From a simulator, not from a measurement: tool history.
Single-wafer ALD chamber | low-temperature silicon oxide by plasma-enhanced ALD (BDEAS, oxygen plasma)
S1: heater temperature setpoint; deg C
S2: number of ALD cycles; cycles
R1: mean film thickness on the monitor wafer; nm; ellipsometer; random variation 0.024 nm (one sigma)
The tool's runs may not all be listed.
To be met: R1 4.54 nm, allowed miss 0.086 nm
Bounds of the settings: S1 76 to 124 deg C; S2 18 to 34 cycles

run 1 hour=0 | S1=100 S2=26 | R1=3.6085
run 2 hour=6.5 | S1=98 S2=27 | R1=3.7725
run 3 hour=15 | S1=98 S2=25 | R1=3.4881
run 4 hour=21.3 | S1=96 S2=26 | R1=3.7062
run 5 hour=27 | S1=96 S2=23 | R1=3.2696
run 6 hour=29.3 | S1=93 S2=25 | R1=3.5909
run 7 hour=34.7 | S1=90 S2=26 | R1=3.8118
run 8 hour=36.5 | S1=87 S2=27 | R1=3.9582
run 9 hour=42.3 | S1=85 S2=28 | R1=4.135
run 10 hour=50.6 | S1=84 S2=28 | R1=4.1727
run 11 hour=51.7 | S1=83 S2=28 | R1=4.152
run 12 hour=55.9 | S1=80 S2=31 | R1=4.6427
run 13 hour=58.4 | S1=81 S2=31 | R1=4.6518

Which of these 5 next moves meets every target?
run A hour=60.9 | S1=88 S2=31 | R1=?
run B hour=60.9 | S1=76 S2=32 | R1=?
run C hour=60.9 | S1=77 S2=32 | R1=?
run D hour=60.9 | S1=82 S2=29 | R1=?
run E hour=60.9 | S1=76 S2=31 | R1=?

move=A R1=4.5397
move=B R1=4.884
move=C R1=4.8675
move=D R1=4.3365
move=E R1=4.7314
A: meets every target
B: further off than the last run
C: further off than the last run
D: takes the result that was furthest off past its target
E: further off than the last run
The right move is A.

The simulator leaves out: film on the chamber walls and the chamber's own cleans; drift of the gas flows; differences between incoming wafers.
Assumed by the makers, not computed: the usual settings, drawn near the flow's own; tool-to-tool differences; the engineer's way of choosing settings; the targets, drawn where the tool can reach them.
